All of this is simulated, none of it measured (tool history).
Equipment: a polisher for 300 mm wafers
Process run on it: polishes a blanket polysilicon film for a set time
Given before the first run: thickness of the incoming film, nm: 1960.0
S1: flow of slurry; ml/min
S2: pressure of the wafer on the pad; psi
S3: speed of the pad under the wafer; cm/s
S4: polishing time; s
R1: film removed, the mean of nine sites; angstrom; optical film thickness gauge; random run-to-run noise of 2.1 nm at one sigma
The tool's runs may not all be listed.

{"run": 1, "day": 0.0, "S1": 125, "S2": 1.7, "S3": 92, "S4": 62, "R1": 3201.2}
{"run": 2, "day": 0.083, "S1": 120, "S2": 1.5, "S3": 86, "S4": 62, "R1": 2681}
{"run": 3, "day": 0.408, "S1": 120, "S2": 1.3, "S3": 80, "S4": 62, "R1": 2198.5}
{"run": 4, "day": 0.646, "S1": 120, "S2": 1.6, "S3": 80, "S4": 62, "R1": 2674.3}
{"run": 5, "day": 0.862, "S1": 105, "S2": 1.6, "S3": 80, "S4": 62, "R1": 2629}
{"run": 6, "day": 0.938, "S1": 105, "S2": 1.4, "S3": 76, "S4": 62, "R1": 2262.2}
{"run": 7, "day": 1.283, "S1": 105, "S2": 1.2, "S3": 72, "S4": 62, "R1": 1817.9}
{"run": 8, "day": 1.438, "S1": 105, "S2": 1.1, "S3": 72, "S4": 62, "R1": 1663.1}

Run 9 comes next. What will it give?
{"run": 9, "day": 1.796, "S1": 105, "S2": 1, "S3": 72, "S4": 62, "R1": "?"}

R1: 1538.8 angstrom
